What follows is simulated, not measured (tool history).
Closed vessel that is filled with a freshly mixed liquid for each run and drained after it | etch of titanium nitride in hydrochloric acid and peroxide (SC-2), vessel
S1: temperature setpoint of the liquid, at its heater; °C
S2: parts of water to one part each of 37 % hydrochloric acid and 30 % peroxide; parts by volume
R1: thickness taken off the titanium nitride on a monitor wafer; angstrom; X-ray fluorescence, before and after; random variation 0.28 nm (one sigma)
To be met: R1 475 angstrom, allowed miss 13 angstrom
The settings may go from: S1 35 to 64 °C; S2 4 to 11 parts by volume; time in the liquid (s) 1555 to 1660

{"run": 1, "day": 0.0, "S1": 48, "S2": 6, "time in the liquid (s)": 1555, "R1": 301.27}
{"run": 2, "day": 0.283, "S1": 44.5, "S2": 6, "time in the liquid (s)": 1555, "R1": 235.29}
{"run": 3, "day": 0.462, "S1": 46.5, "S2": 6, "time in the liquid (s)": 1555, "R1": 269.39}
{"run": 4, "day": 0.838, "S1": 46.5, "S2": 6, "time in the liquid (s)": 1660, "R1": 292.42}
{"run": 5, "day": 0.908, "S1": 48, "S2": 6, "time in the liquid (s)": 1660, "R1": 321.96}
{"run": 6, "day": 1.217, "S1": 48, "S2": 6, "time in the liquid (s)": 1660, "R1": 318.14}
{"run": 7, "day": 1.562, "S1": 49, "S2": 6, "time in the liquid (s)": 1660, "R1": 342.14}
{"run": 8, "day": 1.833, "S1": 54.5, "S2": 6, "time in the liquid (s)": 1660, "R1": 489.41}

Which of these 5 next moves meets every target?
{"run": "A", "day": 2.104, "S1": 54, "S2": 5.5, "time in the liquid (s)": 1660, "R1": "?"}
{"run": "B", "day": 2.104, "S1": 52, "S2": 4.5, "time in the liquid (s)": 1660, "R1": "?"}
{"run": "C", "day": 2.104, "S1": 57, "S2": 6.5, "time in the liquid (s)": 1565, "R1": "?"}
{"run": "D", "day": 2.104, "S1": 56.5, "S2": 6.5, "time in the liquid (s)": 1605, "R1": "?"}
{"run": "E", "day": 2.104, "S1": 55.5, "S2": 6.5, "time in the liquid (s)": 1600, "R1": "?"}

move=A R1=511.72
move=B R1=517.99
move=C R1=516.5
move=D R1=513.02
move=E R1=479.59
A: further off than the last run
B: further off than the last run
C: further off than the last run
D: further off than the last run
E: meets every target
Answer: E

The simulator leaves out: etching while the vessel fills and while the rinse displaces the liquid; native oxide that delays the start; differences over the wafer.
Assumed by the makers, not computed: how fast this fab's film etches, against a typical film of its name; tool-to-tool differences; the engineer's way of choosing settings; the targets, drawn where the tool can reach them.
